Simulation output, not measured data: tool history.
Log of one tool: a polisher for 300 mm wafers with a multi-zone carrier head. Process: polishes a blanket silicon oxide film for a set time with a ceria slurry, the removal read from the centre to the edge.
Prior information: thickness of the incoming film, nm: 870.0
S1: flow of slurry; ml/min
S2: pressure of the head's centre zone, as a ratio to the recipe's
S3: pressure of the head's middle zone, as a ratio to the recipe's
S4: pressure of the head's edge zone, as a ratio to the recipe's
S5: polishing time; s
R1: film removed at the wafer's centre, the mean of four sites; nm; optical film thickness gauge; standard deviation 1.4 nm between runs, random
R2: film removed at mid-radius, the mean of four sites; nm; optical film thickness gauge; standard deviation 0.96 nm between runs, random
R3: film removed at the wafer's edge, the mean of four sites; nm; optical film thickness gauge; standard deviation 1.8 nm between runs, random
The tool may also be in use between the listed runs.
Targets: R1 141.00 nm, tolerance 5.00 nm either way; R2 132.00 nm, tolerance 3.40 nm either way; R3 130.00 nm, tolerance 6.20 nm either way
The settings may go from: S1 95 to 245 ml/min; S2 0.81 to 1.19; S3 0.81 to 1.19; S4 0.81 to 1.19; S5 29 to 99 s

Run 1, hour 0.0: S1 155 ml/min, S2 1.00, S3 1.00, S4 1.00, S5 64 s. Result: R1 230.10 nm, R2 232.00 nm, R3 225.94 nm.
Run 2, hour 2.9: S1 155 ml/min, S2 1.00, S3 1.00, S4 0.93, S5 64 s. Result: R1 230.55 nm, R2 231.42 nm, R3 217.80 nm.
Run 3, hour 3.7: S1 155 ml/min, S2 1.00, S3 0.95, S4 0.93, S5 64 s. Result: R1 225.49 nm, R2 224.34 nm, R3 216.79 nm.
Run 4, hour 5.6: S1 155 ml/min, S2 1.00, S3 0.95, S4 0.96, S5 64 s. Result: R1 234.87 nm, R2 219.61 nm, R3 221.58 nm.
Run 5, hour 14.5: S1 155 ml/min, S2 0.95, S3 0.95, S4 0.96, S5 64 s. Result: R1 214.64 nm, R2 223.80 nm, R3 220.42 nm.
Run 6, hour 19.3: S1 150 ml/min, S2 0.96, S3 0.93, S4 0.92, S5 57 s. Result: R1 194.78 nm, R2 196.86 nm, R3 198.60 nm.
Run 7, hour 21.0: S1 150 ml/min, S2 0.98, S3 0.94, S4 0.89, S5 49 s. Result: R1 170.43 nm, R2 168.57 nm, R3 164.21 nm.
Run 8, hour 25.1: S1 145 ml/min, S2 0.99, S3 0.93, S4 0.87, S5 46 s. Result: R1 163.03 nm, R2 157.44 nm, R3 152.25 nm.
Run 9, hour 32.0: S1 145 ml/min, S2 0.99, S3 0.93, S4 0.87, S5 46 s. Result: R1 162.03 nm, R2 155.71 nm, R3 150.11 nm.
Run 10, hour 37.7: S1 135 ml/min, S2 0.99, S3 0.92, S4 0.86, S5 45 s. Result: R1 158.17 nm, R2 149.87 nm, R3 145.15 nm.
Run 11, hour 38.9: S1 125 ml/min, S2 0.98, S3 0.91, S4 0.85, S5 44 s. Result: R1 148.46 nm, R2 145.67 nm, R3 140.54 nm.
Run 12, hour 47.3: S1 120 ml/min, S2 0.98, S3 0.89, S4 0.84, S5 44 s. Result: R1 148.21 nm, R2 141.63 nm, R3 145.43 nm.
Run 13, hour 55.5: S1 120 ml/min, S2 0.99, S3 0.89, S4 0.83, S5 43 s. Result: R1 151.16 nm, R2 138.11 nm, R3 135.81 nm.
Run 14, hour 62.4: S1 115 ml/min, S2 0.98, S3 0.89, S4 0.82, S5 43 s. Result: R1 147.00 nm, R2 136.42 nm, R3 135.87 nm.
Run 15, hour 68.0: S1 110 ml/min, S2 0.98, S3 0.89, S4 0.82, S5 43 s. Result: R1 144.80 nm, R2 136.66 nm, R3 131.55 nm.
Run 16, hour 74.7: S1 105 ml/min, S2 0.98, S3 0.88, S4 0.82, S5 43 s. Result: R1 141.99 nm, R2 134.37 nm, R3 135.69 nm.

Which single option among these 5 for the next run brings every result within its allowed miss of target? Just one does.
Run A, hour 81.4: S1 130 ml/min, S2 0.93, S3 0.88, S4 0.88, S5 44 s. Result: R1 ?, R2 ?, R3 ?.
Run B, hour 81.4: S1 95 ml/min, S2 0.92, S3 0.84, S4 0.99, S5 46 s. Result: R1 ?, R2 ?, R3 ?.
Run C, hour 81.4: S1 140 ml/min, S2 1.09, S3 1.00, S4 0.81, S5 37 s. Result: R1 ?, R2 ?, R3 ?.
Run D, hour 81.4: S1 120 ml/min, S2 1.00, S3 0.90, S4 0.83, S5 41 s. Result: R1 ?, R2 ?, R3 ?.
Run E, hour 81.4: S1 95 ml/min, S2 0.94, S3 0.86, S4 0.90, S5 45 s. Result: R1 ?, R2 ?, R3 ?.

move      R1      R2      R3
   A  143.47  141.99  145.95
   B  142.44  138.14  157.31
   C  143.03  133.20  118.80
   D  142.38  133.42  131.60
   E  142.41  137.64  147.12
A: the biggest miss grows against the last run
B: the biggest miss grows against the last run
C: the result that was furthest off in the last run now lies on the other side of its target
D: in spec on every target
E: the biggest miss grows against the last run
The move that meets every target is D.
